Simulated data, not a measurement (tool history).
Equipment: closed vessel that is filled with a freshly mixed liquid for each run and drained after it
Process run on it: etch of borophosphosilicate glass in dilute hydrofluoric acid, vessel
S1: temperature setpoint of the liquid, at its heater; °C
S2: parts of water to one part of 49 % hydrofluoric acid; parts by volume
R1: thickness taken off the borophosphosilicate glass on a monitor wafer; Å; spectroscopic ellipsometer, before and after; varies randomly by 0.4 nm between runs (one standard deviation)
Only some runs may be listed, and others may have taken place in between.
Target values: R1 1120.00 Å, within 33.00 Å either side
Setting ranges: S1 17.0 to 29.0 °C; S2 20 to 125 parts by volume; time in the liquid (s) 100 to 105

Run 1, hour 0.0: S1 21.0 °C, S2 70 parts by volume, time in the liquid (s) 100. Result: R1 452.96 Å.
Run 2, hour 4.0: S1 22.5 °C, S2 60 parts by volume, time in the liquid (s) 100. Result: R1 565.54 Å.
Run 3, hour 11.5: S1 24.0 °C, S2 55 parts by volume, time in the liquid (s) 100. Result: R1 666.06 Å.
Run 4, hour 15.2: S1 22.0 °C, S2 55 parts by volume, time in the liquid (s) 100. Result: R1 609.63 Å.
Run 5, hour 20.3: S1 23.5 °C, S2 50 parts by volume, time in the liquid (s) 100. Result: R1 718.70 Å.
Run 6, hour 27.0: S1 23.5 °C, S2 40 parts by volume, time in the liquid (s) 100. Result: R1 908.83 Å.
Run 7, hour 35.8: S1 24.5 °C, S2 40 parts by volume, time in the liquid (s) 100. Result: R1 948.65 Å.
Run 8, hour 43.7: S1 25.5 °C, S2 40 parts by volume, time in the liquid (s) 100. Result: R1 993.71 Å.
Run 9, hour 51.4: S1 26.0 °C, S2 40 parts by volume, time in the liquid (s) 100. Result: R1 1006.30 Å.
Run 10, hour 54.4: S1 26.5 °C, S2 40 parts by volume, time in the liquid (s) 100. Result: R1 1039.40 Å.
Run 11, hour 63.2: S1 27.0 °C, S2 40 parts by volume, time in the liquid (s) 100. Result: R1 1050.80 Å.
Run 12, hour 65.4: S1 27.5 °C, S2 40 parts by volume, time in the liquid (s) 100. Result: R1 1073.60 Å.

4 next moves are on the table. One of them brings every result within its allowed miss. Which?
Run A, hour 67.6: S1 29.0 °C, S2 40 parts by volume, time in the liquid (s) 105. Result: R1 ?.
Run B, hour 67.6: S1 27.5 °C, S2 40 parts by volume, time in the liquid (s) 105. Result: R1 ?.
Run C, hour 67.6: S1 27.5 °C, S2 35 parts by volume, time in the liquid (s) 100. Result: R1 ?.
Run D, hour 67.6: S1 26.5 °C, S2 35 parts by volume, time in the liquid (s) 100. Result: R1 ?.

move       R1
   A  1194.20
   B  1124.40
   C  1232.80
   D  1183.60
A: carries the result that was furthest off beyond its target, to the other side
B: all results land within tolerance of their targets
C: carries the result that was furthest off beyond its target, to the other side
D: carries the result that was furthest off beyond its target, to the other side
B is the move that brings every result within its allowed miss.
